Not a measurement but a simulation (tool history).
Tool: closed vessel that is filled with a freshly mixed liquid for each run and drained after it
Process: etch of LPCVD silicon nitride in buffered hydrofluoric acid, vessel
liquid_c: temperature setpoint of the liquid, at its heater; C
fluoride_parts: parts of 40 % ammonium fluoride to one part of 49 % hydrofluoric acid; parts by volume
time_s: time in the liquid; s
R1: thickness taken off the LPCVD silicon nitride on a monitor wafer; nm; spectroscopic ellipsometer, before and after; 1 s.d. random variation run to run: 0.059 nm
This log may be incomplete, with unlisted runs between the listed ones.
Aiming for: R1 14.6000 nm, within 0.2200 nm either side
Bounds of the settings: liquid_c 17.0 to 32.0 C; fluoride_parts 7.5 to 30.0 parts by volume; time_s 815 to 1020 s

Run 1, hour 0.0: liquid_c 25.0 C, fluoride_parts 21.0 parts by volume, time_s 1020 s. Result: R1 7.3027 nm.
Run 2, hour 6.2: liquid_c 25.0 C, fluoride_parts 21.0 parts by volume, time_s 1020 s. Result: R1 7.2886 nm.
Run 3, hour 9.8: liquid_c 25.0 C, fluoride_parts 25.0 parts by volume, time_s 1020 s. Result: R1 6.4689 nm.
Run 4, hour 18.0: liquid_c 25.0 C, fluoride_parts 25.0 parts by volume, time_s 1020 s. Result: R1 6.4691 nm.
Run 5, hour 27.5: liquid_c 25.0 C, fluoride_parts 21.5 parts by volume, time_s 1020 s. Result: R1 7.1476 nm.
Run 6, hour 32.0: liquid_c 25.0 C, fluoride_parts 21.5 parts by volume, time_s 815 s. Result: R1 5.7775 nm.
Run 7, hour 39.6: liquid_c 27.0 C, fluoride_parts 17.5 parts by volume, time_s 875 s. Result: R1 8.2277 nm.
Run 8, hour 45.0: liquid_c 28.5 C, fluoride_parts 15.0 parts by volume, time_s 875 s. Result: R1 10.2880 nm.
Run 9, hour 48.4: liquid_c 29.5 C, fluoride_parts 14.0 parts by volume, time_s 875 s. Result: R1 11.6990 nm.
Run 10, hour 53.7: liquid_c 30.0 C, fluoride_parts 13.5 parts by volume, time_s 875 s. Result: R1 12.4830 nm.
Run 11, hour 55.8: liquid_c 30.5 C, fluoride_parts 13.5 parts by volume, time_s 875 s. Result: R1 12.7930 nm.
Run 12, hour 63.7: liquid_c 31.0 C, fluoride_parts 13.5 parts by volume, time_s 875 s. Result: R1 13.1220 nm.
Run 13, hour 73.1: liquid_c 31.5 C, fluoride_parts 13.0 parts by volume, time_s 875 s. Result: R1 13.9580 nm.
Run 14, hour 74.8: liquid_c 32.0 C, fluoride_parts 13.0 parts by volume, time_s 875 s. Result: R1 14.3550 nm.

5 next moves are on the table. One of them brings every result within its allowed miss. Which?
Run A, hour 76.5: liquid_c 32.0 C, fluoride_parts 13.5 parts by volume, time_s 960 s. Result: R1 ?.
Run B, hour 76.5: liquid_c 30.5 C, fluoride_parts 12.0 parts by volume, time_s 870 s. Result: R1 ?.
Run C, hour 76.5: liquid_c 31.0 C, fluoride_parts 13.0 parts by volume, time_s 890 s. Result: R1 ?.
Run D, hour 76.5: liquid_c 30.5 C, fluoride_parts 11.0 parts by volume, time_s 815 s. Result: R1 ?.
Run E, hour 76.5: liquid_c 31.5 C, fluoride_parts 13.5 parts by volume, time_s 915 s. Result: R1 ?.

move       R1
   A  15.1720
   B  14.2660
   C  13.8540
   D  14.5460
   E  14.0900
A: moves the result that the last run missed by most past its target, out the other side
B: its largest miss is bigger than the last run's
C: its largest miss is bigger than the last run's
D: every result within its allowed miss
E: its largest miss is bigger than the last run's
The move that meets every target is D.

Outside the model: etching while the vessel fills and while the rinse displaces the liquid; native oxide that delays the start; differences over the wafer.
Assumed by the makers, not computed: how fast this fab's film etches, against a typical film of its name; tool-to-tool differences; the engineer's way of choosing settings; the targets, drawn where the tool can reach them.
